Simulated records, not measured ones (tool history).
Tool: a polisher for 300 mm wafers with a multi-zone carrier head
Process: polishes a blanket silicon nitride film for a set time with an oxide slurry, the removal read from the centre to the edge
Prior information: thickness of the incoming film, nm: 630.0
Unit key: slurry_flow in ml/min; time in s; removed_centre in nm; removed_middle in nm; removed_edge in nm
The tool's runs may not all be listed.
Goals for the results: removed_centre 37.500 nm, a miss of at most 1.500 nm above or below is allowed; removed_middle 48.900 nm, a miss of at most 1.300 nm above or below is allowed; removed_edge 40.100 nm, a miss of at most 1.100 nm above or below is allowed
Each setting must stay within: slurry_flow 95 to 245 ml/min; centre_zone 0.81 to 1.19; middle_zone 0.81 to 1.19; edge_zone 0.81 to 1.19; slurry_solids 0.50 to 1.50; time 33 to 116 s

Run 1, hour 0.0: slurry_flow 155 ml/min, centre_zone 1.00, middle_zone 1.00, edge_zone 1.00, slurry_solids 1.00, time 74 s. Result: removed_centre 61.722 nm, removed_middle 61.407 nm, removed_edge 59.828 nm.
Run 2, hour 5.2: slurry_flow 150 ml/min, centre_zone 0.95, middle_zone 1.03, edge_zone 0.95, slurry_solids 0.85, time 72 s. Result: removed_centre 52.644 nm, removed_middle 56.764 nm, removed_edge 52.030 nm.
Run 3, hour 7.2: slurry_flow 140 ml/min, centre_zone 0.91, middle_zone 1.04, edge_zone 0.91, slurry_solids 0.75, time 72 s. Result: removed_centre 45.141 nm, removed_middle 52.322 nm, removed_edge 47.143 nm.
Run 4, hour 10.3: slurry_flow 135 ml/min, centre_zone 0.90, middle_zone 1.06, edge_zone 0.88, slurry_solids 0.70, time 72 s. Result: removed_centre 42.963 nm, removed_middle 51.519 nm, removed_edge 44.711 nm.
Run 5, hour 13.7: slurry_flow 135 ml/min, centre_zone 0.99, middle_zone 1.06, edge_zone 0.88, slurry_solids 0.70, time 72 s. Result: removed_centre 47.987 nm, removed_middle 51.543 nm, removed_edge 44.752 nm.
Run 6, hour 19.5: slurry_flow 135 ml/min, centre_zone 0.99, middle_zone 1.06, edge_zone 0.88, slurry_solids 0.90, time 72 s. Result: removed_centre 55.418 nm, removed_middle 59.078 nm, removed_edge 51.657 nm.
Run 7, hour 27.1: slurry_flow 135 ml/min, centre_zone 0.95, middle_zone 1.07, edge_zone 0.87, slurry_solids 0.80, time 72 s. Result: removed_centre 49.774 nm, removed_middle 55.729 nm, removed_edge 47.906 nm.
Run 8, hour 29.2: slurry_flow 130 ml/min, centre_zone 0.92, middle_zone 1.08, edge_zone 0.86, slurry_solids 0.75, time 72 s. Result: removed_centre 46.129 nm, removed_middle 53.038 nm, removed_edge 45.978 nm.
Run 9, hour 33.1: slurry_flow 130 ml/min, centre_zone 0.89, middle_zone 1.10, edge_zone 0.85, slurry_solids 0.70, time 72 s. Result: removed_centre 42.601 nm, removed_middle 52.252 nm, removed_edge 44.074 nm.
Run 10, hour 40.3: slurry_flow 125 ml/min, centre_zone 0.88, middle_zone 1.11, edge_zone 0.84, slurry_solids 0.65, time 72 s. Result: removed_centre 40.684 nm, removed_middle 50.836 nm, removed_edge 41.673 nm.
Run 11, hour 46.8: slurry_flow 120 ml/min, centre_zone 0.87, middle_zone 1.11, edge_zone 0.84, slurry_solids 0.65, time 72 s. Result: removed_centre 39.332 nm, removed_middle 49.385 nm, removed_edge 40.976 nm.

Exercise: of the 4 proposed moves below, exactly one satisfies all targets within the stated allowed misses. Which move is it?
Run A, hour 53.3: slurry_flow 100 ml/min, centre_zone 0.87, middle_zone 1.16, edge_zone 0.84, slurry_solids 0.55, time 79 s. Result: removed_centre ?, removed_middle ?, removed_edge ?.
Run B, hour 53.3: slurry_flow 95 ml/min, centre_zone 0.88, middle_zone 1.09, edge_zone 0.81, slurry_solids 0.50, time 84 s. Result: removed_centre ?, removed_middle ?, removed_edge ?.
Run C, hour 53.3: slurry_flow 100 ml/min, centre_zone 1.00, middle_zone 1.18, edge_zone 0.82, slurry_solids 0.70, time 68 s. Result: removed_centre ?, removed_middle ?, removed_edge ?.
Run D, hour 53.3: slurry_flow 135 ml/min, centre_zone 0.92, middle_zone 1.16, edge_zone 0.81, slurry_solids 0.60, time 74 s. Result: removed_centre ?, removed_middle ?, removed_edge ?.

move  removed_centre  removed_middle  removed_edge
   A          37.118          48.393        39.543
   B          36.992          45.616        38.644
   C          42.427          48.952        39.127
   D          41.211          50.519        40.065
A: in spec on every target
B: brings the last run's worst result on target, with another outside its allowed miss
C: its largest miss is bigger than the last run's
D: its largest miss is bigger than the last run's
A meets every target.
